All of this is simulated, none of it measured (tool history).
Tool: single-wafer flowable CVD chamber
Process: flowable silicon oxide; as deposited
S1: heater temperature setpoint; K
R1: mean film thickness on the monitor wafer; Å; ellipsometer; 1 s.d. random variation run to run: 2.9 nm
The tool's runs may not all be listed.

Run 1, day 0: S1 368.15 K, chamber pressure (mTorr) 1020, RF power (W) 2005, deposition time (s) 921. Result: R1 9952.3 Å.
Run 2, day 0.317: S1 368.15 K, chamber pressure (mTorr) 1160, RF power (W) 2005, deposition time (s) 921. Result: R1 11186 Å.
Run 3, day 0.396: S1 362.15 K, chamber pressure (mTorr) 1160, RF power (W) 2005, deposition time (s) 921. Result: R1 13381 Å.
Run 4, day 0.525: S1 372.15 K, chamber pressure (mTorr) 1150, RF power (W) 2005, deposition time (s) 921. Result: R1 9950.4 Å.
Run 5, day 0.792: S1 372.15 K, chamber pressure (mTorr) 1150, RF power (W) 2275, deposition time (s) 921. Result: R1 10123 Å.
Run 6, day 0.833: S1 372.15 K, chamber pressure (mTorr) 1150, RF power (W) 2275, deposition time (s) 949. Result: R1 10391 Å.
Run 7, day 0.95: S1 379.15 K, chamber pressure (mTorr) 1140, RF power (W) 2275, deposition time (s) 949. Result: R1 8446.5 Å.
Run 8, day 1.154: S1 383.15 K, chamber pressure (mTorr) 1130, RF power (W) 2275, deposition time (s) 949. Result: R1 7484.8 Å.

Run 9 is up next; what results do you expect?
Run 9, day 1.358: S1 386.15 K, chamber pressure (mTorr) 1120, RF power (W) 2275, deposition time (s) 949. Result: R1 ?.

R1: 6858.8 Å
